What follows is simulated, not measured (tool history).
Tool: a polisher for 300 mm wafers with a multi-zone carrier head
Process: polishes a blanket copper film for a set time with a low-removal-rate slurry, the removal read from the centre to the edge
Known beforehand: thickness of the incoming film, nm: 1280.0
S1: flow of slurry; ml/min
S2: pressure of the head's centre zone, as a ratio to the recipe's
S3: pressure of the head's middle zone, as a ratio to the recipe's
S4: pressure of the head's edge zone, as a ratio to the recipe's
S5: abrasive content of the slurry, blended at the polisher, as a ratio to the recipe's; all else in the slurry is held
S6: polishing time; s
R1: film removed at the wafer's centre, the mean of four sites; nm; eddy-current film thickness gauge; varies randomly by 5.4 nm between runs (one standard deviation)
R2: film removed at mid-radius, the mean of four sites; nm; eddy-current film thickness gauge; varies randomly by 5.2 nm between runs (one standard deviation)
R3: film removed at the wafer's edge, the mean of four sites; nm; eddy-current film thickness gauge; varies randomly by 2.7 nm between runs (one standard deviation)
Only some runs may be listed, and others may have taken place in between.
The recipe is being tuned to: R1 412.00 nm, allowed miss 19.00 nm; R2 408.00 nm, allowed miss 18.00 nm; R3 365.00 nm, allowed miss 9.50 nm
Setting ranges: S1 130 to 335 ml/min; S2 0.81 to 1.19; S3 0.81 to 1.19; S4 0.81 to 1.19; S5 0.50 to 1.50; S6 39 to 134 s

{"run": 1, "hour": 0.0, "S1": 215, "S2": 1.0, "S3": 1.0, "S4": 1.0, "S5": 1.0, "S6": 86, "R1": 261.87, "R2": 266.94, "R3": 268.32}
{"run": 2, "hour": 6.5, "S1": 215, "S2": 1.0, "S3": 1.0, "S4": 1.0, "S5": 1.15, "S6": 86, "R1": 272.19, "R2": 281.69, "R3": 277.06}
{"run": 3, "hour": 12.6, "S1": 225, "S2": 1.03, "S3": 1.02, "S4": 1.02, "S5": 1.2, "S6": 88, "R1": 291.59, "R2": 294.14, "R3": 287.87}
{"run": 4, "hour": 18.8, "S1": 225, "S2": 1.03, "S3": 1.08, "S4": 1.02, "S5": 1.2, "S6": 88, "R1": 288.43, "R2": 310.43, "R3": 293.21}
{"run": 5, "hour": 20.9, "S1": 230, "S2": 1.06, "S3": 1.09, "S4": 1.03, "S5": 1.25, "S6": 90, "R1": 303.57, "R2": 319.42, "R3": 306.98}
{"run": 6, "hour": 27.9, "S1": 230, "S2": 1.06, "S3": 1.03, "S4": 1.03, "S5": 1.25, "S6": 90, "R1": 311.67, "R2": 300.7, "R3": 301.41}
{"run": 7, "hour": 28.5, "S1": 290, "S2": 1.16, "S3": 1.13, "S4": 1.01, "S5": 1.5, "S6": 99, "R1": 388.6, "R2": 385.37, "R3": 351.78}
{"run": 8, "hour": 33.9, "S1": 290, "S2": 1.17, "S3": 1.13, "S4": 1.01, "S5": 1.5, "S6": 100, "R1": 400.6, "R2": 390.7, "R3": 352.6}

Next run, 5 choices. One meets every target within its allowed miss, the rest don't. Which?
{"run": "A", "hour": 39.3, "S1": 300, "S2": 1.19, "S3": 1.19, "S4": 0.97, "S5": 1.5, "S6": 96, "R1": "?", "R2": "?", "R3": "?"}
{"run": "B", "hour": 39.3, "S1": 315, "S2": 1.17, "S3": 1.1, "S4": 0.98, "S5": 1.5, "S6": 96, "R1": "?", "R2": "?", "R3": "?"}
{"run": "C", "hour": 39.3, "S1": 265, "S2": 1.12, "S3": 1.1, "S4": 0.96, "S5": 1.5, "S6": 107, "R1": "?", "R2": "?", "R3": "?"}
{"run": "D", "hour": 39.3, "S1": 290, "S2": 1.1, "S3": 1.04, "S4": 1.05, "S5": 1.4, "S6": 96, "R1": "?", "R2": "?", "R3": "?"}
{"run": "E", "hour": 39.3, "S1": 335, "S2": 1.0, "S3": 1.04, "S4": 1.08, "S5": 1.5, "S6": 102, "R1": "?", "R2": "?", "R3": "?"}

move=A R1=398.70 R2=396.82 R3=333.88
move=B R1=393.76 R2=372.63 R3=336.98
move=C R1=411.73 R2=408.02 R3=367.23
move=D R1=360.96 R2=347.03 R3=340.12
move=E R1=359.27 R2=379.86 R3=375.61
A: the biggest miss grows against the last run
B: the biggest miss grows against the last run
C: every result lands within tolerance
D: the biggest miss grows against the last run
E: takes the biggest miss from the last run beyond its target
C is the move that brings every result within its allowed miss.
